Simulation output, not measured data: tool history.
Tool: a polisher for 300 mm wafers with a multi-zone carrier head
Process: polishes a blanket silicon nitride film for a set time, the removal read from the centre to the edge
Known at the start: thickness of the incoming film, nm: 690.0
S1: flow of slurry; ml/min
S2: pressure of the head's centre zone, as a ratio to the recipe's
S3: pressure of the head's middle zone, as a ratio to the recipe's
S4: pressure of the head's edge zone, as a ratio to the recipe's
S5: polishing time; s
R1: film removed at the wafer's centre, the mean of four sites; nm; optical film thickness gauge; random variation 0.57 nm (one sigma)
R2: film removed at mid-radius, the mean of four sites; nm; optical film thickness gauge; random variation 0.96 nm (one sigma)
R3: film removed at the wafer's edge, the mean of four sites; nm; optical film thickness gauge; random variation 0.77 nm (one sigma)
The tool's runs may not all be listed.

run,hour,S1,S2,S3,S4,S5,R1,R2,R3
1,0.0,135,1.00,1.00,1.00,60,152.050,160.350,154.22
2,1.5,135,1.00,1.00,0.91,60,150.860,162.490,148.30
3,7.5,120,0.93,0.95,0.94,51,113.190,125.240,124.43
4,9.5,120,0.93,0.87,0.94,51,114.840,118.150,126.10
5,15.5,120,0.89,0.87,0.94,51,111.560,118.630,124.64
6,22.2,120,0.95,0.87,0.94,51,117.380,117.440,126.65
7,27.0,105,0.90,0.87,0.95,46,96.898,100.870,110.67

Forecast run 8:
8,32.7,95,0.87,0.89,0.97,44,?,?,?

Run 8 gave R1 85.956 nm, R2 98.272 nm, R3 104.21 nm.
